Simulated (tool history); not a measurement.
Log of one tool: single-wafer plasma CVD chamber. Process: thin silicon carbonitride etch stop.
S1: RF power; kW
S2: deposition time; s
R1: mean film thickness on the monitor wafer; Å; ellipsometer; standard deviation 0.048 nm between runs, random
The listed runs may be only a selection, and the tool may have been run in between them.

run 1 hour=0.0 | S1=0.250 S2=24.5 | R1=146.70
run 2 hour=0.6 | S1=0.275 S2=24.5 | R1=152.47
run 3 hour=4.9 | S1=0.260 S2=23.7 | R1=143.75
run 4 hour=13.5 | S1=0.250 S2=23.2 | R1=138.97
run 5 hour=20.9 | S1=0.250 S2=25.4 | R1=150.54
run 6 hour=26.3 | S1=0.275 S2=25.4 | R1=159.75
run 7 hour=33.1 | S1=0.260 S2=24.7 | R1=149.90

Run 8 is up next; what results do you expect?
run 8 hour=40.3 | S1=0.220 S2=21.1 | R1=?

R1: 119.39 Å
